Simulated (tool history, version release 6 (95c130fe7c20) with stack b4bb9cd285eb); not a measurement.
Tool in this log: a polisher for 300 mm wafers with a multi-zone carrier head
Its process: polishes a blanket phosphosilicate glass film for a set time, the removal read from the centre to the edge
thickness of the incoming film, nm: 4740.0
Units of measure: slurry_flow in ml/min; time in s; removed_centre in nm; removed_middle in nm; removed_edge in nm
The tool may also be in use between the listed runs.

{"run": 1, "day": 0.0, "slurry_flow": 220, "centre_zone": 1, "middle_zone": 1, "edge_zone": 1, "slurry_solids": 1, "time": 42, "removed_centre": 390.53, "removed_middle": 377.3, "removed_edge": 385.7}
{"run": 2, "day": 0.254, "slurry_flow": 220, "centre_zone": 1, "middle_zone": 1, "edge_zone": 0.94, "slurry_solids": 1, "time": 42, "removed_centre": 387.18, "removed_middle": 391.99, "removed_edge": 367.12}
{"run": 3, "day": 0.471, "slurry_flow": 255, "centre_zone": 1, "middle_zone": 1, "edge_zone": 0.94, "slurry_solids": 1, "time": 42, "removed_centre": 397.95, "removed_middle": 389.85, "removed_edge": 378.3}
{"run": 4, "day": 0.608, "slurry_flow": 255, "centre_zone": 0.97, "middle_zone": 1, "edge_zone": 0.94, "slurry_solids": 1, "time": 42, "removed_centre": 384.71, "removed_middle": 394.64, "removed_edge": 379.63}
{"run": 5, "day": 0.804, "slurry_flow": 255, "centre_zone": 0.99, "middle_zone": 0.96, "edge_zone": 0.95, "slurry_solids": 0.85, "time": 41, "removed_centre": 343.22, "removed_middle": 327.52, "removed_edge": 330.17}
{"run": 6, "day": 1.012, "slurry_flow": 255, "centre_zone": 0.99, "middle_zone": 0.96, "edge_zone": 0.91, "slurry_solids": 0.85, "time": 41, "removed_centre": 338.58, "removed_middle": 329.3, "removed_edge": 330.35}
{"run": 7, "day": 1.162, "slurry_flow": 250, "centre_zone": 1.01, "middle_zone": 0.92, "edge_zone": 0.9, "slurry_solids": 0.8, "time": 41, "removed_centre": 337.95, "removed_middle": 307.43, "removed_edge": 313.01}
{"run": 8, "day": 1.217, "slurry_flow": 200, "centre_zone": 0.99, "middle_zone": 0.82, "edge_zone": 0.96, "slurry_solids": 0.6, "time": 40, "removed_centre": 250.11, "removed_middle": 214.46, "removed_edge": 245.06}
{"run": 9, "day": 1.3, "slurry_flow": 225, "centre_zone": 1, "middle_zone": 0.83, "edge_zone": 0.97, "slurry_solids": 0.6, "time": 40, "removed_centre": 255.2, "removed_middle": 216.51, "removed_edge": 249.59}
{"run": 10, "day": 1.612, "slurry_flow": 240, "centre_zone": 1.09, "middle_zone": 0.91, "edge_zone": 1.05, "slurry_solids": 0.8, "time": 40, "removed_centre": 355.76, "removed_middle": 293.88, "removed_edge": 327.48}
{"run": 11, "day": 1.717, "slurry_flow": 225, "centre_zone": 1.08, "middle_zone": 0.89, "edge_zone": 1.03, "slurry_solids": 0.8, "time": 40, "removed_centre": 347.37, "removed_middle": 285.76, "removed_edge": 327.03}
{"run": 12, "day": 1.788, "slurry_flow": 230, "centre_zone": 1.06, "middle_zone": 0.87, "edge_zone": 0.96, "slurry_solids": 0.55, "time": 39, "removed_centre": 245.66, "removed_middle": 201.88, "removed_edge": 219.16}
{"run": 13, "day": 1.929, "slurry_flow": 245, "centre_zone": 1.07, "middle_zone": 0.88, "edge_zone": 1, "slurry_solids": 0.6, "time": 39, "removed_centre": 268.84, "removed_middle": 224.98, "removed_edge": 248.94}
{"run": 14, "day": 2.196, "slurry_flow": 260, "centre_zone": 1.08, "middle_zone": 0.88, "edge_zone": 1.02, "slurry_solids": 0.6, "time": 39, "removed_centre": 275.52, "removed_middle": 224.69, "removed_edge": 256.82}
{"run": 15, "day": 2.483, "slurry_flow": 295, "centre_zone": 1.11, "middle_zone": 0.95, "edge_zone": 1.08, "slurry_solids": 0.7, "time": 39, "removed_centre": 324.91, "removed_middle": 277.7, "removed_edge": 299.13}
{"run": 16, "day": 2.738, "slurry_flow": 295, "centre_zone": 1.1, "middle_zone": 0.93, "edge_zone": 1.07, "slurry_solids": 0.7, "time": 39, "removed_centre": 317.29, "removed_middle": 273.69, "removed_edge": 297.61}
{"run": 17, "day": 3.096, "slurry_flow": 290, "centre_zone": 1.09, "middle_zone": 0.91, "edge_zone": 1.06, "slurry_solids": 0.7, "time": 39, "removed_centre": 318.39, "removed_middle": 270.49, "removed_edge": 293.48}
{"run": 18, "day": 3.15, "slurry_flow": 280, "centre_zone": 1.08, "middle_zone": 0.9, "edge_zone": 1.05, "slurry_solids": 0.7, "time": 39, "removed_centre": 313.53, "removed_middle": 261.39, "removed_edge": 286.55}

For run 19, what comes out?
{"run": 19, "day": 3.425, "slurry_flow": 250, "centre_zone": 1.05, "middle_zone": 0.87, "edge_zone": 1.06, "slurry_solids": 0.7, "time": 39, "removed_centre": "?", "removed_middle": "?", "removed_edge": "?"}

Run 19 produced removed_centre 307.91 nm, removed_middle 253.31 nm, removed_edge 296.75 nm.
